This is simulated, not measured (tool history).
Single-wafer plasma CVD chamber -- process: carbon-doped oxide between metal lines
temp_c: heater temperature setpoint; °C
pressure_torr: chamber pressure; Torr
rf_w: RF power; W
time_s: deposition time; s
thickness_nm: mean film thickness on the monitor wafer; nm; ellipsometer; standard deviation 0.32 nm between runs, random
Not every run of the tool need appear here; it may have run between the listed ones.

run 1 hour=0.0 | temp_c=360 pressure_torr=5.19 rf_w=455 time_s=14.8 | thickness_nm=61.388
run 2 hour=8.8 | temp_c=360 pressure_torr=5.19 rf_w=455 time_s=14.1 | thickness_nm=58.871
run 3 hour=16.6 | temp_c=359 pressure_torr=5.44 rf_w=485 time_s=14.2 | thickness_nm=63.018
run 4 hour=23.6 | temp_c=359 pressure_torr=5.93 rf_w=485 time_s=14.2 | thickness_nm=62.875
run 5 hour=31.9 | temp_c=359 pressure_torr=5.93 rf_w=425 time_s=14.2 | thickness_nm=58.078
run 6 hour=40.5 | temp_c=357 pressure_torr=6.13 rf_w=460 time_s=14.3 | thickness_nm=61.648
run 7 hour=45.5 | temp_c=356 pressure_torr=6.21 rf_w=485 time_s=14.4 | thickness_nm=65.047

What does the tool deliver on the next run?
run 8 hour=49.5 | temp_c=354 pressure_torr=6.36 rf_w=495 time_s=14.4 | thickness_nm=?

Run 8 yielded thickness_nm 65.919 nm.
